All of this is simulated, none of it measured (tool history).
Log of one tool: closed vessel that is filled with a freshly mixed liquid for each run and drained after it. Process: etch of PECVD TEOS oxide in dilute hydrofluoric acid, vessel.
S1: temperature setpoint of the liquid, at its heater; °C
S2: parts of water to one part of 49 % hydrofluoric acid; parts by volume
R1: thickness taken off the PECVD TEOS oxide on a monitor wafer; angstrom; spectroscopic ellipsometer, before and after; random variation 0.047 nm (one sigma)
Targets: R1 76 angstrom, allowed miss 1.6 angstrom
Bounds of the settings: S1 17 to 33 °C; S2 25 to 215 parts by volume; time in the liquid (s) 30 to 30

run 1 hour=0 | S1=25 S2=120 time_in_the_liquid_(s)=30 | R1=40.719
run 2 hour=6.4 | S1=27.5 S2=120 time_in_the_liquid_(s)=30 | R1=44.828
run 3 hour=14.4 | S1=27.5 S2=120 time_in_the_liquid_(s)=30 | R1=44.814
run 4 hour=22.2 | S1=29 S2=110 time_in_the_liquid_(s)=30 | R1=52.121
run 5 hour=24.6 | S1=31.5 S2=110 time_in_the_liquid_(s)=30 | R1=56.967
run 6 hour=26.1 | S1=32 S2=100 time_in_the_liquid_(s)=30 | R1=65.219
run 7 hour=27.4 | S1=32 S2=100 time_in_the_liquid_(s)=30 | R1=65.226
run 8 hour=31.7 | S1=32.5 S2=95 time_in_the_liquid_(s)=30 | R1=70.603

Which of these 4 next moves meets every target?
run A hour=36 | S1=33 S2=90 time_in_the_liquid_(s)=30 | R1=?
run B hour=36 | S1=33 S2=95 time_in_the_liquid_(s)=30 | R1=?
run C hour=36 | S1=30.5 S2=100 time_in_the_liquid_(s)=30 | R1=?
run D hour=36 | S1=32.5 S2=85 time_in_the_liquid_(s)=30 | R1=?

move=A R1=76.102
move=B R1=71.545
move=C R1=61.511
move=D R1=79.713
A: meets every target
B: nearer than the last run, and not there yet
C: further off than the last run
D: takes the result that was furthest off past its target
Answer: A
